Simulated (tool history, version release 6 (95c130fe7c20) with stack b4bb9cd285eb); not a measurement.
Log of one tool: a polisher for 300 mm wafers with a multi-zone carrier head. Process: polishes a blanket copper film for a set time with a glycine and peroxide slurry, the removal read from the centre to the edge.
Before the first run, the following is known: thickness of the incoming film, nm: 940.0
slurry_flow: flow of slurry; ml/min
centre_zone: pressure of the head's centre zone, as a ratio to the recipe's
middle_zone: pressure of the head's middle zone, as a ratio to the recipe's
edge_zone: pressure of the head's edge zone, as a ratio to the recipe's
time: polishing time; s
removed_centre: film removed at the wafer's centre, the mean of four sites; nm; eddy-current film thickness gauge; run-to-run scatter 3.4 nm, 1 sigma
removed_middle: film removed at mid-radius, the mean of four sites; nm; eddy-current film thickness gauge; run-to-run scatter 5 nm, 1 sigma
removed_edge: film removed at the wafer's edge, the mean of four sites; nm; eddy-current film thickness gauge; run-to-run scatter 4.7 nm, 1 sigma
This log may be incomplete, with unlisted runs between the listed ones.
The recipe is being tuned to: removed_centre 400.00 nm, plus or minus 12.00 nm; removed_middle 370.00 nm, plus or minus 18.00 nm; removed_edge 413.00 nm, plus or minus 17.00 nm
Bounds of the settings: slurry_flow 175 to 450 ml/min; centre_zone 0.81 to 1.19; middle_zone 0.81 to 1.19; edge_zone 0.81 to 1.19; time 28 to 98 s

| run | day | slurry_flow | centre_zone | middle_zone | edge_zone | time | removed_centre | removed_middle | removed_edge |
|---|---|---|---|---|---|---|---|---|---|
| 1 | 0.000 | 290 | 1.00 | 1.00 | 1.00 | 63 | 341.15 | 346.35 | 349.86 |
| 2 | 0.212 | 290 | 1.07 | 1.00 | 1.00 | 63 | 365.39 | 333.92 | 349.47 |
| 3 | 0.538 | 290 | 1.07 | 0.96 | 1.00 | 63 | 364.61 | 325.07 | 347.29 |
| 4 | 0.604 | 290 | 1.07 | 0.96 | 1.00 | 53 | 311.98 | 284.64 | 294.54 |
| 5 | 0.867 | 320 | 1.07 | 0.96 | 1.00 | 53 | 311.95 | 280.74 | 288.29 |
| 6 | 1.092 | 295 | 1.08 | 0.99 | 1.05 | 58 | 341.31 | 317.19 | 333.31 |
| 7 | 1.167 | 290 | 1.10 | 1.00 | 1.09 | 60 | 358.16 | 329.85 | 342.18 |
| 8 | 1.358 | 275 | 1.09 | 0.98 | 1.11 | 63 | 366.68 | 327.50 | 356.06 |
| 9 | 1.646 | 260 | 1.08 | 0.99 | 1.13 | 66 | 379.19 | 346.16 | 382.64 |
| 10 | 1.946 | 255 | 1.08 | 1.00 | 1.14 | 67 | 390.51 | 367.47 | 383.44 |

Which single option among these 5 for the next run brings every result within its allowed miss of target? Just one does.
| A | 2.246 | 195 | 1.04 | 1.08 | 1.12 | 74 | ? | ? | ? |
| B | 2.246 | 250 | 1.02 | 1.02 | 1.10 | 67 | ? | ? | ? |
| C | 2.246 | 290 | 1.00 | 0.99 | 1.19 | 70 | ? | ? | ? |
| D | 2.246 | 280 | 1.06 | 0.99 | 1.19 | 70 | ? | ? | ? |
| E | 2.246 | 295 | 1.07 | 1.00 | 1.14 | 63 | ? | ? | ? |

| move | removed_centre | removed_middle | removed_edge |
|---|---|---|---|
| A | 404.58 | 409.49 | 406.71 |
| B | 369.64 | 362.51 | 372.34 |
| C | 384.24 | 374.35 | 409.46 |
| D | 406.08 | 373.08 | 408.50 |
| E | 370.84 | 340.18 | 360.73 |
A: brings the result that was furthest off to its target, and leaves another outside
B: the biggest miss grows against the last run
C: brings the result that was furthest off to its target, and leaves another outside
D: every result within its allowed miss
E: the biggest miss grows against the last run
Answer: D
